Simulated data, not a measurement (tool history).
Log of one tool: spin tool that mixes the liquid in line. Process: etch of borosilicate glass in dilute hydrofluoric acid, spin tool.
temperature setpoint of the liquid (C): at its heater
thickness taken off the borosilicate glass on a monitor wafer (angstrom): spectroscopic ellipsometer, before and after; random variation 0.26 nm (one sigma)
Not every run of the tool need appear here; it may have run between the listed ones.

| run | hour | temperature setpoint of the liquid (C) | parts of water to one part of 49 % hydrofluoric acid (parts by volume) | time under the liquid (s) | thickness taken off the borosilicate glass on a monitor wafer (angstrom) |
|---|---|---|---|---|---|
| 1 | 0.0 | 26.0 | 170 | 75 | 193.03 |
| 2 | 1.5 | 23.5 | 170 | 75 | 173.34 |
| 3 | 4.7 | 24.5 | 170 | 75 | 182.92 |
| 4 | 7.7 | 24.5 | 170 | 75 | 176.85 |
| 5 | 10.2 | 25.5 | 170 | 75 | 187.82 |
| 6 | 17.0 | 25.5 | 170 | 75 | 188.27 |
| 7 | 21.7 | 26.5 | 170 | 75 | 194.03 |
| 8 | 29.8 | 27.5 | 170 | 75 | 199.70 |
| 9 | 35.4 | 28.0 | 170 | 75 | 203.32 |

Run 10 has not been measured yet. What should we expect?
| 10 | 42.0 | 28.5 | 170 | 75 | ? |

{"run 10": {"thickness taken off the borosilicate glass on a monitor wafer (angstrom)": 208.28}}

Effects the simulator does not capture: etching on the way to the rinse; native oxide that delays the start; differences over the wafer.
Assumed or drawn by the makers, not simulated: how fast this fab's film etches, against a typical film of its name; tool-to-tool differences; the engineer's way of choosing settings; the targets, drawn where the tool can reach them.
